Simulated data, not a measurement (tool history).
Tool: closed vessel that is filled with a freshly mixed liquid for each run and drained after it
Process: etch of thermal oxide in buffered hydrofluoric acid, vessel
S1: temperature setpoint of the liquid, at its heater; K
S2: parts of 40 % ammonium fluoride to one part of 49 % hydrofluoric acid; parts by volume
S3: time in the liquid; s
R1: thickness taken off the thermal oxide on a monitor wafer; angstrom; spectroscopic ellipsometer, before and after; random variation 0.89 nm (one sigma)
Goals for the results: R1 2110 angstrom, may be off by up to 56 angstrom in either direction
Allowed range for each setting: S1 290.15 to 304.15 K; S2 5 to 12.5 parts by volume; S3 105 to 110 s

run 1 hour=0 | S1=296.15 S2=7.5 S3=105 | R1=1532.2
run 2 hour=2.7 | S1=293.65 S2=7.5 S3=105 | R1=1320.2
run 3 hour=6 | S1=291.65 S2=7.5 S3=105 | R1=1173.6
run 4 hour=9.2 | S1=294.65 S2=7.5 S3=105 | R1=1393.8
run 5 hour=13.5 | S1=291.65 S2=7.5 S3=105 | R1=1176.9
run 6 hour=16.1 | S1=295.15 S2=7.5 S3=105 | R1=1433.8
-- hour=22.8 thermometer replaced
run 7 hour=22.8 | S1=297.15 S2=7.5 S3=105 | R1=1765
run 8 hour=27.7 | S1=297.65 S2=7.5 S3=105 | R1=1803.3
run 9 hour=35.1 | S1=298.15 S2=7.5 S3=105 | R1=1855.5

Exactly one of the 4 candidate moves below puts every result within its allowed miss. Which one?
run A hour=42.5 | S1=296.65 S2=6.5 S3=105 | R1=?
run B hour=42.5 | S1=300.65 S2=8.5 S3=110 | R1=?
run C hour=42.5 | S1=297.65 S2=7 S3=105 | R1=?
run D hour=42.5 | S1=298.15 S2=7 S3=110 | R1=?

move=A R1=1960.6
move=B R1=1937.4
move=C R1=1941.4
move=D R1=2089.6
A: nearer the targets than the last run, but a result is still out of spec
B: nearer the targets than the last run, but a result is still out of spec
C: nearer the targets than the last run, but a result is still out of spec
D: all results land within tolerance of their targets
Move D is the one to make.
